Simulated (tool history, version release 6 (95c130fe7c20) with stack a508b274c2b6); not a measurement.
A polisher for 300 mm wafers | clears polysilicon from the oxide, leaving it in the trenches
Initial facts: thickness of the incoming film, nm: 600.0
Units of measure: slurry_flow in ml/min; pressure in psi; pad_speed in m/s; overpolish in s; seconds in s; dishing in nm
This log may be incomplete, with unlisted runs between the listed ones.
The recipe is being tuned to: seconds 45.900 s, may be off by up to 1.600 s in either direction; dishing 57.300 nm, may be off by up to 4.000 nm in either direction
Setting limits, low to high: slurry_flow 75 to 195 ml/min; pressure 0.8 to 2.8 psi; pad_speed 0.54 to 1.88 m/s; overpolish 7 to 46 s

run	hour	slurry_flow	pressure	pad_speed	overpolish	seconds	dishing
1	0.0	125	1.8	1.20	24	58.842	56.302
2	1.2	125	1.8	1.20	18	58.362	55.392
3	6.9	125	1.8	1.20	9	58.634	46.584
4	8.7	130	1.9	1.20	11	56.447	49.039
5	15.4	130	1.9	1.20	7	56.533	42.158
6	20.1	130	1.9	1.20	10	55.199	48.844
7	25.9	135	1.9	1.20	11	54.256	49.383
8	28.4	140	1.9	1.20	11	54.816	51.847
9	29.4	145	1.9	1.20	11	54.004	50.621
10	33.0	145	1.9	1.20	11	55.183	50.311
11	40.6	150	2.0	1.20	12	52.021	53.283
12	46.9	155	2.0	1.20	12	50.922	51.986
13	49.9	160	2.0	1.20	13	52.284	52.309
14	58.4	160	2.0	1.20	14	50.918	56.839
15	64.7	165	2.1	1.20	13	49.613	55.128

Which one of the following 5 next-run settings gets every result inside its allowed miss? There is exactly one.
A	71.0	135	2.0	1.10	12	?	?
B	71.0	180	2.0	1.32	16	?	?
C	71.0	185	2.0	1.06	16	?	?
D	71.0	170	2.0	1.22	13	?	?
E	71.0	135	2.0	1.14	13	?	?

move	seconds	dishing
A	56.549	51.317
B	45.361	56.077
C	55.904	54.652
D	49.361	53.883
E	54.628	52.781
A: misses by more than the last run did
B: every result within its allowed miss
C: misses by more than the last run did
D: gains on the last run, yet a result remains outside its allowed miss
E: misses by more than the last run did
B is the move that brings every result within its allowed miss.

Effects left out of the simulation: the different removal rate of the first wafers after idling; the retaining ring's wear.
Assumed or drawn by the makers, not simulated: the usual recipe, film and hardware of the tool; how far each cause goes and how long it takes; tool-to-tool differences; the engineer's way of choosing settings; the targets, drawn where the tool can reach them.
